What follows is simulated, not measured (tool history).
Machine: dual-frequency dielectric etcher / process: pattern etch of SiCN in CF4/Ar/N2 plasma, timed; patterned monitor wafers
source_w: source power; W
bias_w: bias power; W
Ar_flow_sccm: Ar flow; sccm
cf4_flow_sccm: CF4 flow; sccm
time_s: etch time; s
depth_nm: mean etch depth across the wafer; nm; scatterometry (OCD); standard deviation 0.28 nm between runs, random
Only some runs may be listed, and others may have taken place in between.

Run 1, hour 0.0: source_w 440 W, bias_w 92 W, Ar_flow_sccm 96 sccm, cf4_flow_sccm 62 sccm, time_s 109 s. Result: depth_nm 100.560 nm.
Run 2, hour 1.5: source_w 400 W, bias_w 91 W, Ar_flow_sccm 96 sccm, cf4_flow_sccm 62 sccm, time_s 109 s. Result: depth_nm 91.963 nm.
Run 3, hour 8.7: source_w 370 W, bias_w 91 W, Ar_flow_sccm 96 sccm, cf4_flow_sccm 62 sccm, time_s 109 s. Result: depth_nm 85.832 nm.
Run 4, hour 17.0: source_w 370 W, bias_w 91 W, Ar_flow_sccm 96 sccm, cf4_flow_sccm 62 sccm, time_s 101 s. Result: depth_nm 80.042 nm.
Run 5, hour 18.4: source_w 370 W, bias_w 91 W, Ar_flow_sccm 90 sccm, cf4_flow_sccm 62 sccm, time_s 101 s. Result: depth_nm 80.831 nm.
Run 6, hour 25.8: source_w 370 W, bias_w 91 W, Ar_flow_sccm 82 sccm, cf4_flow_sccm 62 sccm, time_s 101 s. Result: depth_nm 81.782 nm.

What does the tool deliver on the next run?
Run 7, hour 29.5: source_w 280 W, bias_w 90 W, Ar_flow_sccm 82 sccm, cf4_flow_sccm 62 sccm, time_s 101 s. Result: depth_nm ?.

Run 7 gave depth_nm 62.984 nm.
